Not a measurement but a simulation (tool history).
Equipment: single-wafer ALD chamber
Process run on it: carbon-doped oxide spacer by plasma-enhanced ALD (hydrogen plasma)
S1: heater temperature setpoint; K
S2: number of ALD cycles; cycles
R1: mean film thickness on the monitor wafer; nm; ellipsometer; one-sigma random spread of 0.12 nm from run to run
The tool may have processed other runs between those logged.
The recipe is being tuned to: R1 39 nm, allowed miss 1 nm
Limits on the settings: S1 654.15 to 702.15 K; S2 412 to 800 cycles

run 1 hour=0 | S1=678.15 S2=606 | R1=31.129
run 2 hour=3.4 | S1=677.15 S2=631 | R1=32.492
run 3 hour=12.5 | S1=677.15 S2=549 | R1=28.246
run 4 hour=22.1 | S1=676.15 S2=584 | R1=30.089
run 5 hour=24.6 | S1=676.15 S2=548 | R1=28.465
run 6 hour=31.5 | S1=676.15 S2=611 | R1=31.526
run 7 hour=35.1 | S1=675.15 S2=634 | R1=32.634
-- hour=44.2 thermocouple changed; heater temperature recalibrated
run 8 hour=44.2 | S1=675.15 S2=655 | R1=33.819
run 9 hour=47.6 | S1=675.15 S2=672 | R1=34.331
run 10 hour=50.7 | S1=675.15 S2=689 | R1=35.254

Exactly one of the 4 candidate moves below puts every result within its allowed miss. Which one?
run A hour=53.8 | S1=671.15 S2=790 | R1=?
run B hour=53.8 | S1=672.15 S2=755 | R1=?
run C hour=53.8 | S1=657.15 S2=800 | R1=?
run D hour=53.8 | S1=673.15 S2=792 | R1=?

move=A R1=40.757
move=B R1=38.952
move=C R1=41.273
move=D R1=40.86
A: the result that was furthest off in the last run now lies on the other side of its target
B: in spec on every target
C: the result that was furthest off in the last run now lies on the other side of its target
D: the result that was furthest off in the last run now lies on the other side of its target
B is the move that brings every result within its allowed miss.
